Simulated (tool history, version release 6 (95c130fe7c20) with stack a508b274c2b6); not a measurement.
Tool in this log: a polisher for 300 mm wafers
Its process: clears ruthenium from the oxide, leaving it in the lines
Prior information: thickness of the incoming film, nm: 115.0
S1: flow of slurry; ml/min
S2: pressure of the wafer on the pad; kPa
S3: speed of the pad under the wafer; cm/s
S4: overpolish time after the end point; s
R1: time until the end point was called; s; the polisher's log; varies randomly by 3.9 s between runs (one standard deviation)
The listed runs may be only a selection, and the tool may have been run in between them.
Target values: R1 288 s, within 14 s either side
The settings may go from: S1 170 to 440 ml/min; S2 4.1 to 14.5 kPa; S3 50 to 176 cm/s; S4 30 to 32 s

run  hour   S1   S2   S3  S4      R1
  1     0  280    9  112  30  154.85
  2   2.8  320    9  112  30  152.48
  3   4.9  320    9  140  30   119.9
  4   7.4  315  7.6  128  30  151.21
  5    16  315  8.3  128  30  141.67
  6  22.1  315  8.3  128  30  142.72
  7  30.2  315  8.3  128  30  144.54
  8  35.8  315  6.9  120  30  163.76
  9  43.6  310  6.2  106  30   201.6
 10  48.1  310  6.2  106  30  200.42
       52  -- head pressure recalibrated
 11    52  310  5.5  100  30  206.32
 12  58.2  305  4.8   90  30  258.13
 13  59.4  300  4.8   88  30  257.29

Pick the move, out of 4, that brings all results within their allowed miss; only one does.
  A  60.6  175  7.6   78  32   ?
  B  60.6  295  4.8  108  30   ?
  C  60.6  300  4.8   90  30   ?
  D  60.6  295  4.1   86  32   ?

move      R1
   A  239.58
   B  208.78
   C  248.58
   D  279.75
A: the biggest miss grows against the last run
B: the biggest miss grows against the last run
C: the biggest miss grows against the last run
D: in spec on every target
Correct choice: D, which meets every target
